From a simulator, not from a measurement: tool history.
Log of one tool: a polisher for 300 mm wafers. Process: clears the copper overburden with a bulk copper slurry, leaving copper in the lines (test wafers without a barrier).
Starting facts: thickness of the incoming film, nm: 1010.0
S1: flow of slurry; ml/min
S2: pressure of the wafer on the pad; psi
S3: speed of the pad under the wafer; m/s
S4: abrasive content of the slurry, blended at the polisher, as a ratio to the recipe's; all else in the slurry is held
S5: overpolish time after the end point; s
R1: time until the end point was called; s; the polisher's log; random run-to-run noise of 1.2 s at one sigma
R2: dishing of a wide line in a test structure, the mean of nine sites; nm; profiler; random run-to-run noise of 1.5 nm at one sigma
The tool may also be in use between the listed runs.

run 1 hour=0 | S1=130 S2=3 S3=1.4 S4=1 S5=13 | R1=67.326 R2=99.357
run 2 hour=1.4 | S1=130 S2=3 S3=1.64 S4=1 S5=13 | R1=58.063 R2=106.38
run 3 hour=9.4 | S1=115 S2=3 S3=1.64 S4=1 S5=13 | R1=60.168 R2=104.74
run 4 hour=13.9 | S1=115 S2=3 S3=1.64 S4=1 S5=18 | R1=59.773 R2=120.33
run 5 hour=16.8 | S1=115 S2=2.6 S3=1.64 S4=1 S5=15 | R1=68.328 R2=100.28
run 6 hour=18.1 | S1=110 S2=2.3 S3=1.64 S4=1 S5=13 | R1=74.295 R2=88.079
run 7 hour=26.8 | S1=110 S2=2.1 S3=1.64 S4=1 S5=12 | R1=79.112 R2=77.587
run 8 hour=33 | S1=105 S2=2 S3=1.64 S4=1 S5=12 | R1=85.885 R2=78.041

For run 9, what comes out?
run 9 hour=33.6 | S1=100 S2=2 S3=1.64 S4=1 S5=11 | R1=? R2=?

R1: 84.489 s
R2: 72.816 nm
